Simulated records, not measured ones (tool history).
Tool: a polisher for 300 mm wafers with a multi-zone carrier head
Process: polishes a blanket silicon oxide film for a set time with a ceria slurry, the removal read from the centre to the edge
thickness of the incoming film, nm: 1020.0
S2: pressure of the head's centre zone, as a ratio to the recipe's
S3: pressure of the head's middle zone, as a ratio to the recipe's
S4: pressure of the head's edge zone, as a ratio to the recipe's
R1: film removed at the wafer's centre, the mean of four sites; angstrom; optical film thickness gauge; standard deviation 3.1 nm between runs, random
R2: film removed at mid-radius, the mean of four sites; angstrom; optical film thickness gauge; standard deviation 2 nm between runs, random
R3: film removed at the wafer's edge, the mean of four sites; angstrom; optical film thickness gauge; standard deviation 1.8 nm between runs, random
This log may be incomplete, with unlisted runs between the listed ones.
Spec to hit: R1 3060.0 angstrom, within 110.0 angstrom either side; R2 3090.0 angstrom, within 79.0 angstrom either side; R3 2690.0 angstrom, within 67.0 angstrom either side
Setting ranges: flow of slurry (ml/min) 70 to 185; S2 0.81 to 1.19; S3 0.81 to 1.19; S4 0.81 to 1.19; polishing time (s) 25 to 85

Run 1, hour 0.0: flow of slurry (ml/min) 120, S2 1.00, S3 1.00, S4 1.00, polishing time (s) 55. Result: R1 3565.4 angstrom, R2 3394.9 angstrom, R3 3524.6 angstrom.
Run 2, hour 5.2: flow of slurry (ml/min) 120, S2 0.95, S3 1.00, S4 1.00, polishing time (s) 55. Result: R1 3329.6 angstrom, R2 3406.3 angstrom, R3 3520.8 angstrom.
Run 3, hour 12.1: flow of slurry (ml/min) 120, S2 1.02, S3 1.00, S4 1.00, polishing time (s) 55. Result: R1 3606.6 angstrom, R2 3417.8 angstrom, R3 3474.3 angstrom.
Run 4, hour 19.3: flow of slurry (ml/min) 120, S2 0.93, S3 1.00, S4 1.00, polishing time (s) 55. Result: R1 3330.8 angstrom, R2 3413.9 angstrom, R3 3505.8 angstrom.
Run 5, hour 26.9: flow of slurry (ml/min) 120, S2 0.93, S3 1.00, S4 1.04, polishing time (s) 55. Result: R1 3259.4 angstrom, R2 3419.5 angstrom, R3 3627.2 angstrom.
Run 6, hour 30.9: flow of slurry (ml/min) 120, S2 0.93, S3 1.00, S4 1.04, polishing time (s) 61. Result: R1 3589.3 angstrom, R2 3818.2 angstrom, R3 3965.1 angstrom.
Run 7, hour 33.8: flow of slurry (ml/min) 115, S2 0.94, S3 1.02, S4 1.00, polishing time (s) 58. Result: R1 3435.6 angstrom, R2 3592.7 angstrom, R3 3666.0 angstrom.
Run 8, hour 34.8: flow of slurry (ml/min) 110, S2 0.95, S3 1.04, S4 0.96, polishing time (s) 56. Result: R1 3327.2 angstrom, R2 3514.2 angstrom, R3 3472.6 angstrom.
Run 9, hour 43.3: flow of slurry (ml/min) 110, S2 0.97, S3 1.06, S4 0.93, polishing time (s) 54. Result: R1 3260.0 angstrom, R2 3435.6 angstrom, R3 3244.5 angstrom.
Run 10, hour 43.9: flow of slurry (ml/min) 105, S2 0.98, S3 1.07, S4 0.91, polishing time (s) 53. Result: R1 3175.1 angstrom, R2 3373.4 angstrom, R3 3150.3 angstrom.

Next run, 5 choices. One meets every target within its allowed miss, the rest don't. Which?
Run A, hour 44.5: flow of slurry (ml/min) 115, S2 1.05, S3 1.11, S4 0.85, polishing time (s) 46. Result: R1 ?, R2 ?, R3 ?.
Run B, hour 44.5: flow of slurry (ml/min) 105, S2 0.96, S3 0.97, S4 0.96, polishing time (s) 58. Result: R1 ?, R2 ?, R3 ?.
Run C, hour 44.5: flow of slurry (ml/min) 80, S2 0.96, S3 0.81, S4 1.05, polishing time (s) 65. Result: R1 ?, R2 ?, R3 ?.
Run D, hour 44.5: flow of slurry (ml/min) 70, S2 0.95, S3 0.81, S4 1.16, polishing time (s) 66. Result: R1 ?, R2 ?, R3 ?.
Run E, hour 44.5: flow of slurry (ml/min) 90, S2 0.83, S3 1.07, S4 1.02, polishing time (s) 62. Result: R1 ?, R2 ?, R3 ?.

move      R1      R2      R3
   A  3092.7  3101.0  2697.6
   B  3454.7  3401.4  3534.0
   C  3456.3  2985.1  3885.4
   D  3232.7  2853.7  3990.6
   E  3008.6  3756.0  3751.5
A: all results in spec
B: the biggest miss grows against the last run
C: the biggest miss grows against the last run
D: the biggest miss grows against the last run
E: the biggest miss grows against the last run
So the answer is move A, the one that meets all the targets.
